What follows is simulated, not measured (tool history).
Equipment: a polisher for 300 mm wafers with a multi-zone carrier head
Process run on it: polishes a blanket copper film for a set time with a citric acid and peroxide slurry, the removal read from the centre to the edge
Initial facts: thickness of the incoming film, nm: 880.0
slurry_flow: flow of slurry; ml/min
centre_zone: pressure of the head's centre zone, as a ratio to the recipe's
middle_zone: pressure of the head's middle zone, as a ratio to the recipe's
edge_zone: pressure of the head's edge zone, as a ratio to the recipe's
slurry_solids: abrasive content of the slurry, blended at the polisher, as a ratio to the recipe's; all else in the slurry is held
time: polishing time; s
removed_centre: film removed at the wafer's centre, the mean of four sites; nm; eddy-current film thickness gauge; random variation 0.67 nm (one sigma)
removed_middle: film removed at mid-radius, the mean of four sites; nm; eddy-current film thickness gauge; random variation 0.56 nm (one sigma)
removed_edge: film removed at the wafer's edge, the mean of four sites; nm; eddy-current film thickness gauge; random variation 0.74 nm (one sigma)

{"run": 1, "hour": 0.0, "slurry_flow": 265, "centre_zone": 1.0, "middle_zone": 1.0, "edge_zone": 1.0, "slurry_solids": 1.0, "time": 45, "removed_centre": 79.476, "removed_middle": 78.647, "removed_edge": 76.776}
{"run": 2, "hour": 6.0, "slurry_flow": 265, "centre_zone": 1.0, "middle_zone": 1.07, "edge_zone": 1.0, "slurry_solids": 1.0, "time": 45, "removed_centre": 80.477, "removed_middle": 82.142, "removed_edge": 78.769}
{"run": 3, "hour": 8.5, "slurry_flow": 265, "centre_zone": 1.0, "middle_zone": 1.07, "edge_zone": 0.93, "slurry_solids": 1.0, "time": 45, "removed_centre": 78.912, "removed_middle": 82.92, "removed_edge": 76.167}
{"run": 4, "hour": 17.4, "slurry_flow": 260, "centre_zone": 1.01, "middle_zone": 1.03, "edge_zone": 0.92, "slurry_solids": 0.9, "time": 45, "removed_centre": 78.304, "removed_middle": 77.905, "removed_edge": 72.523}
{"run": 5, "hour": 18.4, "slurry_flow": 255, "centre_zone": 1.01, "middle_zone": 0.99, "edge_zone": 0.91, "slurry_solids": 0.85, "time": 45, "removed_centre": 77.394, "removed_middle": 74.213, "removed_edge": 71.425}
{"run": 6, "hour": 20.2, "slurry_flow": 255, "centre_zone": 1.01, "middle_zone": 0.97, "edge_zone": 0.9, "slurry_solids": 0.8, "time": 45, "removed_centre": 74.755, "removed_middle": 72.695, "removed_edge": 70.837}
{"run": 7, "hour": 24.7, "slurry_flow": 250, "centre_zone": 1.03, "middle_zone": 0.96, "edge_zone": 0.89, "slurry_solids": 0.75, "time": 45, "removed_centre": 73.817, "removed_middle": 69.113, "removed_edge": 69.005}

Predict the results of run 8:
{"run": 8, "hour": 28.9, "slurry_flow": 250, "centre_zone": 1.05, "middle_zone": 0.96, "edge_zone": 0.88, "slurry_solids": 0.75, "time": 45, "removed_centre": "?", "removed_middle": "?", "removed_edge": "?"}

removed_centre: 77.580 nm
removed_middle: 71.514 nm
removed_edge: 68.058 nm
